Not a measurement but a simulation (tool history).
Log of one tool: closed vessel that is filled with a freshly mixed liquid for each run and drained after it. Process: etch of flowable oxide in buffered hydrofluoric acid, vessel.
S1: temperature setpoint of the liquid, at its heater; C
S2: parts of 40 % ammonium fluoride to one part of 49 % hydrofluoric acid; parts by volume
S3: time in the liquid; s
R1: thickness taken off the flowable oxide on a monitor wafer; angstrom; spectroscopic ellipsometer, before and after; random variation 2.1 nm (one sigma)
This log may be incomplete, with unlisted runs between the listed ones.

{"run": 1, "hour": 0.0, "S1": 23, "S2": 9.5, "S3": 90, "R1": 4168.5}
{"run": 2, "hour": 2.6, "S1": 23, "S2": 12, "S3": 90, "R1": 3399.6}
{"run": 3, "hour": 7.3, "S1": 23, "S2": 9.5, "S3": 90, "R1": 4158.5}
{"run": 4, "hour": 11.1, "S1": 21.5, "S2": 10, "S3": 90, "R1": 3646.2}
{"run": 5, "hour": 17.9, "S1": 20.5, "S2": 10.5, "S3": 90, "R1": 3348.4}
{"run": 6, "hour": 21.6, "S1": 19.5, "S2": 11, "S3": 90, "R1": 3081.4}

Predict the results of run 7:
{"hour": 26.5, "done": "hydrofluoric acid flow meter replaced"}
{"run": 7, "hour": 26.5, "S1": 19, "S2": 11.5, "S3": 90, "R1": "?"}

{"run 7": {"R1": 2581.4}}
